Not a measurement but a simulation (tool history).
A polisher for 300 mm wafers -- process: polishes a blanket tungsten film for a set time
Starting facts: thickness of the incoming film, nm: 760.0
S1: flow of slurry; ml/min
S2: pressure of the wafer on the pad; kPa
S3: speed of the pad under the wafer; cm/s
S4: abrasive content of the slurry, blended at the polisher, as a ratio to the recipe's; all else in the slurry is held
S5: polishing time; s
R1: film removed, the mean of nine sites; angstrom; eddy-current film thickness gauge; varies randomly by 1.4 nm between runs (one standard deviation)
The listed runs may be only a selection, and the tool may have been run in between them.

Run 1, hour 0.0: S1 185 ml/min, S2 26.2 kPa, S3 116 cm/s, S4 1.0, S5 34 s. Result: R1 2209.6 angstrom.
Run 2, hour 7.2: S1 185 ml/min, S2 22.8 kPa, S3 116 cm/s, S4 1.0, S5 34 s. Result: R1 1944.9 angstrom.
Run 3, hour 11.8: S1 185 ml/min, S2 22.8 kPa, S3 102 cm/s, S4 1.0, S5 34 s. Result: R1 1724.1 angstrom.
Run 4, hour 15.6: S1 185 ml/min, S2 22.8 kPa, S3 102 cm/s, S4 1.0, S5 31 s. Result: R1 1571.5 angstrom.
Run 5, hour 23.2: S1 185 ml/min, S2 22.8 kPa, S3 82 cm/s, S4 1.0, S5 31 s. Result: R1 1257.0 angstrom.
Run 6, hour 25.7: S1 185 ml/min, S2 22.8 kPa, S3 82 cm/s, S4 1.0, S5 31 s. Result: R1 1253.7 angstrom.
Run 7, hour 29.1: S1 190 ml/min, S2 23.4 kPa, S3 82 cm/s, S4 1.0, S5 31 s. Result: R1 1307.1 angstrom.

What will run 8 give?
Run 8, hour 34.5: S1 195 ml/min, S2 23.4 kPa, S3 82 cm/s, S4 1.0, S5 31 s. Result: R1 ?.

{"run 8": {"R1": 1282.7}}
